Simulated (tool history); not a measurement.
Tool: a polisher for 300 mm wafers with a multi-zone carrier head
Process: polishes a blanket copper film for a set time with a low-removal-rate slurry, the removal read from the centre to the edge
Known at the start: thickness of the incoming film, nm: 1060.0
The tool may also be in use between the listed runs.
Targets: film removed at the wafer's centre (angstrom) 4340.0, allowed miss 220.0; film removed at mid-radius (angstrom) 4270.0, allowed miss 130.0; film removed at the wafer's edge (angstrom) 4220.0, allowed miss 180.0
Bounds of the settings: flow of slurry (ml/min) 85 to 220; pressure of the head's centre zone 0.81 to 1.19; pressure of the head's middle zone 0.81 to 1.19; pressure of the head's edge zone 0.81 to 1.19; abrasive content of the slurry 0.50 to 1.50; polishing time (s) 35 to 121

run,day,flow of slurry (ml/min),pressure of the head's centre zone,pressure of the head's middle zone,pressure of the head's edge zone,abrasive content of the slurry,polishing time (s),film removed at the wafer's centre (angstrom),film removed at mid-radius (angstrom),film removed at the wafer's edge (angstrom)
1,0.000,140,1.00,1.00,1.00,1.00,78,2521.1,2525.1,2558.9
2,0.271,120,1.00,1.00,1.00,1.00,78,2508.8,2505.4,2513.9
3,0.492,120,1.00,1.00,1.03,1.00,78,2505.3,2453.2,2644.2
4,0.854,120,1.07,1.00,1.03,1.00,78,2640.6,2459.8,2582.2
5,1.188,120,1.03,1.00,1.03,1.00,78,2542.6,2470.7,2565.8
6,1.538,120,1.03,1.00,0.97,1.00,78,2499.0,2490.6,2486.6
7,1.567,125,1.04,1.03,1.01,1.10,83,2811.1,2727.3,2804.9
8,1.850,135,1.05,1.07,1.01,1.20,88,3109.7,3137.9,2994.3
9,2.183,140,1.06,1.08,1.04,1.25,92,3290.4,3330.5,3276.8
10,2.242,145,1.08,1.10,1.06,1.30,94,3573.3,3465.5,3456.2
11,2.508,155,1.08,1.12,1.08,1.35,96,3610.3,3690.2,3600.7
12,2.621,160,1.10,1.13,1.09,1.40,97,3797.4,3832.3,3667.8
13,2.712,165,1.11,1.13,1.10,1.40,99,3828.8,3939.2,3890.8
14,2.800,165,1.13,1.13,1.10,1.40,100,4077.4,4029.4,3776.7
15,3.079,165,1.13,1.13,1.10,1.40,100,3997.4,3988.0,3833.9
16,3.400,165,1.13,1.13,1.10,1.40,100,3985.7,3958.8,3891.7
17,3.679,170,1.14,1.13,1.11,1.40,101,4163.0,4037.9,3918.0
18,3.817,175,1.14,1.13,1.12,1.40,101,4082.2,4043.0,3930.9
19,4.033,175,1.14,1.13,1.13,1.40,102,4111.3,4082.5,3995.4

Which of these 5 next moves meets every target?
A,4.250,130,0.95,1.06,1.08,1.35,119,?,?,?
B,4.250,200,1.05,1.19,1.11,1.40,108,?,?,?
C,4.250,180,1.14,1.14,1.17,1.30,106,?,?,?
D,4.250,210,1.17,1.16,0.96,1.45,103,?,?,?
E,4.250,165,0.93,1.16,1.19,1.40,104,?,?,?

move,film removed at the wafer's centre (angstrom),film removed at mid-radius (angstrom),film removed at the wafer's edge (angstrom)
A,3919.4,4281.9,4340.0
B,4231.3,4617.7,4215.2
C,4329.9,4231.4,4138.9
D,4520.8,4368.2,3792.8
E,3541.5,4235.5,4126.5
A: brings the result that was furthest off to its target, and leaves another outside
B: takes the result that was furthest off past its target
C: meets every target
D: brings the result that was furthest off to its target, and leaves another outside
E: brings the result that was furthest off to its target, and leaves another outside
Answer: C
